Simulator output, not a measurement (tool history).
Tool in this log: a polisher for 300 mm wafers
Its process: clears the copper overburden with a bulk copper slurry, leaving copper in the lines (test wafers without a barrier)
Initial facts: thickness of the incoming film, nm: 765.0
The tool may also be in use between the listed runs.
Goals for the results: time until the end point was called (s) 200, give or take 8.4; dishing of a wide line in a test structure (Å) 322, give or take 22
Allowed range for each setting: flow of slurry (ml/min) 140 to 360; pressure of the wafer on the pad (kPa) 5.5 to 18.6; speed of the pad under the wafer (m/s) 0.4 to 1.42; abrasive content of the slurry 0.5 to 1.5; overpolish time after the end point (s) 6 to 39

run    day  flow of slurry (ml/min)  pressure of the wafer on the pad (kPa)  speed of the pad under the wafer (m/s)  abrasive content of the slurry  overpolish time after the end point (s)  time until the end point was called (s)  dishing of a wide line in a test structure (Å)
  1      0                      230                                    11.7                                     0.9                               1                                       20                                   185.82                                          495.82
  2  0.046                      230                                      11                                     0.9                               1                                       16                                   196.14                                          420.53
  3  0.167                      230                                      11                                     0.9                               1                                       13                                   191.64                                          351.09
  4  0.438                      230                                     9.7                                     0.9                               1                                       13                                    219.4                                          301.25
  5    0.7                      230                                     9.7                                    1.04                               1                                       13                                    185.6                                          340.76
     1.017  -- head pressure recalibrated
  6  1.017                      230                                     9.7                                    1.04                               1                                        6                                   173.71                                          193.15
  7  1.092                      235                                     9.7                                    1.02                               1                                        9                                   178.22                                          277.71
  8  1.375                      235                                     9.7                                    1.02                               1                                       10                                   177.65                                          298.34
  9  1.488                      230                                     8.3                                       1                               1                                       15                                   202.17                                          356.01

Pick the move, out of 4, that brings all results within their allowed miss; only one does.
  A  1.6                      220                                     8.3                                    1.02                            0.95                                       18                                        ?                                               ?
  B  1.6                      215                                     9.7                                    0.88                             1.2                                       12                                        ?                                               ?
  C  1.6                      225                                     8.3                                    1.04                            1.05                                       17                                        ?                                               ?
  D  1.6                      225                                     8.3                                    1.02                            0.95                                       19                                        ?                                               ?

move  time until the end point was called (s)  dishing of a wide line in a test structure (Å)
   A                                   203.49                                          426.04
   B                                   197.95                                          323.11
   C                                   195.48                                          420.83
   D                                   202.97                                          443.64
A: moves away from the targets compared with the last run
B: in spec on every target
C: moves away from the targets compared with the last run
D: moves away from the targets compared with the last run
Answer: B
